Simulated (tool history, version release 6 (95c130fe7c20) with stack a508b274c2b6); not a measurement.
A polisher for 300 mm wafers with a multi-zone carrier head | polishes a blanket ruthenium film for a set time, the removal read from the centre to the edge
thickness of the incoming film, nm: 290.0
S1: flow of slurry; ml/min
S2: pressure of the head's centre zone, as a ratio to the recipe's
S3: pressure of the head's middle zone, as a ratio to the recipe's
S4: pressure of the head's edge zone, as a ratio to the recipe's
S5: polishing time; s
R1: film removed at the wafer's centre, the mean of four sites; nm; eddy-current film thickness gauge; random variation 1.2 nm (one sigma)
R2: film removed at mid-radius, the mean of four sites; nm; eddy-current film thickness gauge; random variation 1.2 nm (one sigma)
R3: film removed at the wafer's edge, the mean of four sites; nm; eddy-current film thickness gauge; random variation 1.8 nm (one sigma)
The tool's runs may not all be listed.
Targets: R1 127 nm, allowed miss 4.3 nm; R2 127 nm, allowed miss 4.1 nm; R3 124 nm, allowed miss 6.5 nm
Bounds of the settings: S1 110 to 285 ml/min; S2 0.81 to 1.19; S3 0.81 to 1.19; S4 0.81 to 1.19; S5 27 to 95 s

run,hour,S1,S2,S3,S4,S5,R1,R2,R3
1,0,180,1,1,1,61,94.042,96.294,94.445
2,7,180,1,1,1.03,61,93.882,96.558,98.312
3,11.9,190,1.03,1.03,1.06,62,98.139,101.88,101.56
4,13.1,190,1.03,1.03,1.06,51,79.846,84.898,82.567
5,15.3,190,1.03,0.99,1.06,51,80.157,80.671,81.503
6,16.4,190,0.97,0.99,1.06,51,78.079,79.684,83.318
7,24.1,200,1,1,1.07,55,86.617,89.202,89.344
8,29.6,200,1.02,1,1.08,58,91.584,93.439,94.888
9,31.2,205,1.04,1.01,1.09,61,100.3,98.224,100.01
10,34.7,210,1.05,1.03,1.1,63,101.9,104.12,106.19
11,38.8,215,1.07,1.04,1.1,65,108.39,108.54,108.59
12,40.5,220,1.08,1.05,1.11,66,111.63,111.04,110.73
13,42.5,225,1.09,1.06,1.12,67,114.5,114.53,114.88
14,48.1,230,1.1,1.07,1.12,68,116.6,116.69,113.7

5 next moves are on the table. One of them brings every result within its allowed miss. Which?
A,53.7,235,1.04,0.9,1.19,70,?,?,?
B,53.7,285,1.19,0.85,0.97,70,?,?,?
C,53.7,210,1.1,0.97,1.19,67,?,?,?
D,53.7,220,1.04,1.08,1.14,66,?,?,?
E,53.7,210,1.13,1.08,1.12,73,?,?,?

move,R1,R2,R3
A,115.41,106.32,122.96
B,130.77,103.72,113.02
C,113.19,106.62,116.2
D,107.88,115.85,112.34
E,125.92,127.23,122.52
A: further off than the last run
B: further off than the last run
C: further off than the last run
D: further off than the last run
E: meets every target
The right move is E.
